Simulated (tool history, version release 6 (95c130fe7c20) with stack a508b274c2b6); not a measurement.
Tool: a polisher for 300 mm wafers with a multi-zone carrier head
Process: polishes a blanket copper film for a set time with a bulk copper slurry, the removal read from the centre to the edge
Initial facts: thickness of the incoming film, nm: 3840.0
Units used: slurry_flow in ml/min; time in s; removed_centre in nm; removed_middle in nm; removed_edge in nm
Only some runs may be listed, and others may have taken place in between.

| run | hour | slurry_flow | centre_zone | middle_zone | edge_zone | slurry_solids | time | removed_centre | removed_middle | removed_edge |
|---|---|---|---|---|---|---|---|---|---|---|
| 1 | 0 | 290 | 1 | 1 | 1 | 1 | 42 | 505.93 | 504.86 | 507.78 |
| 2 | 3.2 | 290 | 0.98 | 1.01 | 0.97 | 0.9 | 38 | 436.08 | 457.88 | 429.66 |
| 3 | 5.8 | 290 | 0.98 | 1.01 | 0.97 | 0.9 | 32 | 367.89 | 390.21 | 367.46 |
| 4 | 8.8 | 290 | 0.98 | 1.01 | 1.05 | 0.9 | 32 | 370.14 | 385.28 | 379.49 |
| 5 | 11.1 | 290 | 0.96 | 1 | 1.02 | 0.85 | 31 | 347.36 | 369.74 | 364.02 |
| 6 | 13 | 290 | 0.95 | 1 | 0.99 | 0.8 | 30 | 328.97 | 350.02 | 342.06 |
| 7 | 20.2 | 290 | 0.94 | 1 | 0.96 | 0.75 | 29 | 306.5 | 332.22 | 323 |
| 8 | 23.2 | 290 | 0.94 | 1.01 | 0.94 | 0.7 | 28 | 297.29 | 320.69 | 309.89 |
| 9 | 26.6 | 290 | 0.94 | 1.02 | 0.92 | 0.65 | 27 | 280.14 | 303.52 | 291.91 |

Run 10 is up next; what results do you expect?
| 10 | 33.6 | 265 | 0.92 | 1.09 | 0.82 | 0.55 | 26 | ? | ? | ? |

Run 10 gave removed_centre 256.7 nm, removed_middle 308.54 nm, removed_edge 254.78 nm.
